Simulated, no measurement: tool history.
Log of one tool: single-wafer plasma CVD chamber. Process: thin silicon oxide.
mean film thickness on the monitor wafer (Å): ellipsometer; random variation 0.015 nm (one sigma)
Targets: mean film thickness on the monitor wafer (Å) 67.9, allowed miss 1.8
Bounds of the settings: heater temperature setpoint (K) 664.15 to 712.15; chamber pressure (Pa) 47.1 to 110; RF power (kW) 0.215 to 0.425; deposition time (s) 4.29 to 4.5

| run | hour | heater temperature setpoint (K) | chamber pressure (Pa) | RF power (kW) | deposition time (s) | mean film thickness on the monitor wafer (Å) |
|---|---|---|---|---|---|---|
| 1 | 0 | 688.15 | 78.5 | 0.32 | 4.5 | 57.958 |
| 2 | 4.7 | 688.15 | 80.9 | 0.32 | 4.5 | 59.074 |
| 3 | 8.3 | 688.15 | 83.2 | 0.32 | 4.5 | 60.224 |
| 4 | 13.9 | 688.15 | 85.5 | 0.32 | 4.5 | 61.464 |
| 5 | 15.7 | 688.15 | 87.6 | 0.32 | 4.5 | 62.617 |
| 6 | 19.4 | 688.15 | 92.3 | 0.32 | 4.5 | 65 |
| 7 | 26 | 688.15 | 93.3 | 0.32 | 4.5 | 65.686 |
| 8 | 31.2 | 688.15 | 94.1 | 0.32 | 4.5 | 65.716 |

Which of these 5 next moves meets every target?
| A | 36.4 | 698.15 | 100.8 | 0.3 | 4.5 | ? |
| B | 36.4 | 691.15 | 92.5 | 0.305 | 4.42 | ? |
| C | 36.4 | 691.15 | 98.1 | 0.31 | 4.29 | ? |
| D | 36.4 | 694.15 | 88.1 | 0.3 | 4.47 | ? |
| E | 36.4 | 712.15 | 99.9 | 0.3 | 4.39 | ? |

| move | mean film thickness on the monitor wafer (Å) |
|---|---|
| A | 67.413 |
| B | 62.958 |
| C | 64.018 |
| D | 61.112 |
| E | 64.678 |
A: meets every target
B: further off than the last run
C: further off than the last run
D: further off than the last run
E: further off than the last run
The right move is A.

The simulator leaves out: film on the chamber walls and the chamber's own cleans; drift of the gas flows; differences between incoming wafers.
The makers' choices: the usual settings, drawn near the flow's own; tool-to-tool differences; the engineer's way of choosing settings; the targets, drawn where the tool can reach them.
